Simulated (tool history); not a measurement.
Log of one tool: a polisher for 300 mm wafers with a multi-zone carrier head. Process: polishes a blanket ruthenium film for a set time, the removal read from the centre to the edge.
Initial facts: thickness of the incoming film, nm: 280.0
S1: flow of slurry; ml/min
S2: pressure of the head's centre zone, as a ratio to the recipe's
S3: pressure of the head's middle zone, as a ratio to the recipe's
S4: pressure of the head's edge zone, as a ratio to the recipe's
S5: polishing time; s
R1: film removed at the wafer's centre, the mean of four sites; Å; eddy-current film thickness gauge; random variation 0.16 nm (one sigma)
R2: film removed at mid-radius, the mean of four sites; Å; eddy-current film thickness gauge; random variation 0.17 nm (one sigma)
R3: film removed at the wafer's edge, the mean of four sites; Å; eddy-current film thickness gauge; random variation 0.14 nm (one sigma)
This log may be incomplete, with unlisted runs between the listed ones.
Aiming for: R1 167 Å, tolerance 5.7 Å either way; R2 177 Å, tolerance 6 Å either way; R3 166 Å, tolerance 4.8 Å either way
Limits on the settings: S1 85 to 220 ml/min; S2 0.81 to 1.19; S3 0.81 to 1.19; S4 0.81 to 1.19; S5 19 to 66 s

| run | hour | S1 | S2 | S3 | S4 | S5 | R1 | R2 | R3 |
|---|---|---|---|---|---|---|---|---|---|
| 1 | 0 | 140 | 1 | 1 | 1 | 42 | 278.01 | 276.8 | 281.49 |
| 2 | 1.7 | 140 | 0.99 | 1 | 0.98 | 40 | 264.26 | 263.64 | 265.79 |
| 3 | 2.4 | 140 | 0.99 | 1 | 1.04 | 40 | 258.56 | 268.21 | 272.02 |
| 4 | 6.8 | 140 | 0.98 | 1.01 | 1.02 | 38 | 251.65 | 259.76 | 255.49 |
| 5 | 13.8 | 165 | 0.98 | 1.01 | 1.02 | 38 | 252.11 | 262.66 | 265.73 |
| 6 | 14.5 | 160 | 0.97 | 1.01 | 1 | 36 | 235.27 | 250.87 | 247.57 |
| 7 | 21.7 | 120 | 0.95 | 0.91 | 0.9 | 24 | 143.64 | 150.54 | 149.83 |
| 8 | 29.6 | 130 | 0.95 | 0.92 | 0.9 | 24 | 148.62 | 152.81 | 151.94 |
| 9 | 34.6 | 135 | 0.95 | 0.93 | 0.9 | 24 | 149.8 | 153.85 | 151.24 |
| 10 | 41.5 | 140 | 0.95 | 0.94 | 0.91 | 24 | 149.83 | 158.26 | 153.77 |

5 candidate next runs follow, results not yet known. Just one meets every target within its allowed miss. Identify it.
| A | 48.4 | 135 | 1.01 | 1.08 | 0.81 | 25 | ? | ? | ? |
| B | 48.4 | 120 | 0.82 | 0.9 | 0.92 | 29 | ? | ? | ? |
| C | 48.4 | 150 | 0.97 | 1.08 | 0.81 | 27 | ? | ? | ? |
| D | 48.4 | 145 | 0.95 | 1 | 0.9 | 26 | ? | ? | ? |
| E | 48.4 | 150 | 0.98 | 0.97 | 0.9 | 28 | ? | ? | ? |

| move | R1 | R2 | R3 |
|---|---|---|---|
| A | 162.24 | 170.93 | 153.06 |
| B | 150.27 | 173.68 | 184.04 |
| C | 173.31 | 188.95 | 168.07 |
| D | 162.34 | 172.74 | 168.59 |
| E | 181.33 | 184.12 | 182.54 |
A: an improvement on the last run, though not all results are within tolerance
B: puts the biggest miss on target and leaves a different result outside tolerance
C: pushes the last run's worst result past its target
D: each result inside its tolerance
E: pushes the last run's worst result past its target
Correct choice: D, which meets every target

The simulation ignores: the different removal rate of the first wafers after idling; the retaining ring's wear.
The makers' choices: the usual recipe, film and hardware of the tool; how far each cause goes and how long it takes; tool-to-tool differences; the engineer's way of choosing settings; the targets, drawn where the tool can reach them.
